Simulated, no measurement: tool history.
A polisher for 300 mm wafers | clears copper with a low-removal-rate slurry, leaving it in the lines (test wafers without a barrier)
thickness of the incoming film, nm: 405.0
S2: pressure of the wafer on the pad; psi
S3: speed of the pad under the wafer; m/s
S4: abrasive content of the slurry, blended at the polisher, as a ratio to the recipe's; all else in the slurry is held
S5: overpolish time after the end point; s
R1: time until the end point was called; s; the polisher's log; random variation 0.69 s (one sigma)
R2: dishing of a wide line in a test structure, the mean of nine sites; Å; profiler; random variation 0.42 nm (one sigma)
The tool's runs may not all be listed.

Run 1, hour 0.0: flow of slurry (ml/min) 275, S2 3.6 psi, S3 1.10 m/s, S4 1.00, S5 18 s. Result: R1 121.820 s, R2 432.26 Å.
Run 2, hour 4.3: flow of slurry (ml/min) 275, S2 3.6 psi, S3 1.10 m/s, S4 1.00, S5 26 s. Result: R1 120.200 s, R2 583.53 Å.
Run 3, hour 6.6: flow of slurry (ml/min) 275, S2 3.6 psi, S3 1.10 m/s, S4 1.00, S5 33 s. Result: R1 122.130 s, R2 725.27 Å.
Run 4, hour 9.9: flow of slurry (ml/min) 275, S2 3.8 psi, S3 1.12 m/s, S4 1.00, S5 28 s. Result: R1 117.150 s, R2 674.32 Å.
Run 5, hour 11.8: flow of slurry (ml/min) 275, S2 3.8 psi, S3 1.12 m/s, S4 1.00, S5 32 s. Result: R1 114.250 s, R2 723.99 Å.
Run 6, hour 14.6: flow of slurry (ml/min) 265, S2 4.2 psi, S3 1.12 m/s, S4 0.90, S5 27 s. Result: R1 109.790 s, R2 669.82 Å.
Run 7, hour 17.9: flow of slurry (ml/min) 275, S2 4.0 psi, S3 1.20 m/s, S4 1.00, S5 23 s. Result: R1 103.090 s, R2 621.59 Å.
Run 8, hour 21.4: flow of slurry (ml/min) 305, S2 4.0 psi, S3 1.24 m/s, S4 1.00, S5 19 s. Result: R1 97.347 s, R2 529.53 Å.
Run 9, hour 25.6: flow of slurry (ml/min) 325, S2 4.2 psi, S3 1.26 m/s, S4 1.00, S5 16 s. Result: R1 93.374 s, R2 483.30 Å.
Run 10, hour 32.8: flow of slurry (ml/min) 340, S2 4.4 psi, S3 1.26 m/s, S4 1.00, S5 14 s. Result: R1 90.931 s, R2 461.90 Å.
Run 11, hour 35.5: flow of slurry (ml/min) 355, S2 4.6 psi, S3 1.28 m/s, S4 0.95, S5 12 s. Result: R1 86.058 s, R2 419.92 Å.
Run 12, hour 38.7: flow of slurry (ml/min) 355, S2 4.8 psi, S3 1.28 m/s, S4 0.90, S5 11 s. Result: R1 86.115 s, R2 392.30 Å.
Run 13, hour 42.3: flow of slurry (ml/min) 355, S2 5.0 psi, S3 1.28 m/s, S4 0.90, S5 10 s. Result: R1 81.137 s, R2 364.71 Å.
Run 14, hour 45.7: flow of slurry (ml/min) 355, S2 5.1 psi, S3 1.28 m/s, S4 0.90, S5 10 s. Result: R1 80.649 s, R2 372.36 Å.
Run 15, hour 53.8: flow of slurry (ml/min) 355, S2 5.2 psi, S3 1.28 m/s, S4 0.90, S5 10 s. Result: R1 78.979 s, R2 388.69 Å.
Run 16, hour 56.9: flow of slurry (ml/min) 355, S2 5.3 psi, S3 1.28 m/s, S4 0.90, S5 10 s. Result: R1 77.186 s, R2 394.66 Å.

The next listed run, before its measurement:
Run 17, hour 58.0: flow of slurry (ml/min) 355, S2 5.4 psi, S3 1.28 m/s, S4 0.90, S5 10 s. Result: R1 ?, R2 ?.

{"run 17": {"R1": 75.655, "R2": 393.91}}

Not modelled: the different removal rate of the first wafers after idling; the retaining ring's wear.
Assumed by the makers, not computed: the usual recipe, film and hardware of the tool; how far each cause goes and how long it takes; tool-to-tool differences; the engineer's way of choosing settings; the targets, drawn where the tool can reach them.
